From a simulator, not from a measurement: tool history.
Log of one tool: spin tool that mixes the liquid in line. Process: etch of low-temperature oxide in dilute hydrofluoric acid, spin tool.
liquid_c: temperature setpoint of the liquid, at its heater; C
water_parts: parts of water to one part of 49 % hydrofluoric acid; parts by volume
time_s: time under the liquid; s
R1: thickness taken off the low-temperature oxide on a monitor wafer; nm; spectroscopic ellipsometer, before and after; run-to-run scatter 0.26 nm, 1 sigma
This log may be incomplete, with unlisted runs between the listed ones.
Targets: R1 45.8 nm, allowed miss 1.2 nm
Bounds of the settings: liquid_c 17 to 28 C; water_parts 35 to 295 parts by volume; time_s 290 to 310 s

{"run": 1, "hour": 0.0, "liquid_c": 20, "water_parts": 165, "time_s": 290, "R1": 22.97}
{"run": 2, "hour": 4.4, "liquid_c": 22.5, "water_parts": 145, "time_s": 290, "R1": 29.37}
{"run": 3, "hour": 10.1, "liquid_c": 22.5, "water_parts": 170, "time_s": 290, "R1": 24.622}
{"run": 4, "hour": 14.7, "liquid_c": 22.5, "water_parts": 140, "time_s": 290, "R1": 30.877}
{"run": 5, "hour": 15.7, "liquid_c": 19.5, "water_parts": 140, "time_s": 290, "R1": 27.346}
{"run": 6, "hour": 21.7, "liquid_c": 19.5, "water_parts": 165, "time_s": 290, "R1": 22.589}
{"run": 7, "hour": 28.9, "liquid_c": 22, "water_parts": 145, "time_s": 290, "R1": 28.991}
{"run": 8, "hour": 29.7, "liquid_c": 24, "water_parts": 135, "time_s": 290, "R1": 33.686}
{"run": 9, "hour": 30.7, "liquid_c": 28, "water_parts": 110, "time_s": 290, "R1": 49.483}
{"run": 10, "hour": 34.5, "liquid_c": 27.5, "water_parts": 110, "time_s": 290, "R1": 48.905}
{"run": 11, "hour": 38.7, "liquid_c": 27, "water_parts": 110, "time_s": 290, "R1": 47.995}
{"run": 12, "hour": 46.9, "liquid_c": 26.5, "water_parts": 110, "time_s": 290, "R1": 47.319}

Consider the 5 candidate settings below. Which is the only one whose results all fall within their allowed miss of target?
{"run": "A", "hour": 55.1, "liquid_c": 27, "water_parts": 110, "time_s": 290, "R1": "?"}
{"run": "B", "hour": 55.1, "liquid_c": 25.5, "water_parts": 110, "time_s": 290, "R1": "?"}
{"run": "C", "hour": 55.1, "liquid_c": 28, "water_parts": 125, "time_s": 290, "R1": "?"}
{"run": "D", "hour": 55.1, "liquid_c": 24, "water_parts": 105, "time_s": 310, "R1": "?"}
{"run": "E", "hour": 55.1, "liquid_c": 27.5, "water_parts": 110, "time_s": 290, "R1": "?"}

move=A R1=48.038
move=B R1=45.342
move=C R1=43.057
move=D R1=48.179
move=E R1=48.963
A: lands further from the targets than the last run did
B: each result inside its tolerance
C: the result that was furthest off in the last run now lies on the other side of its target
D: lands further from the targets than the last run did
E: lands further from the targets than the last run did
Correct choice: B, which meets every target
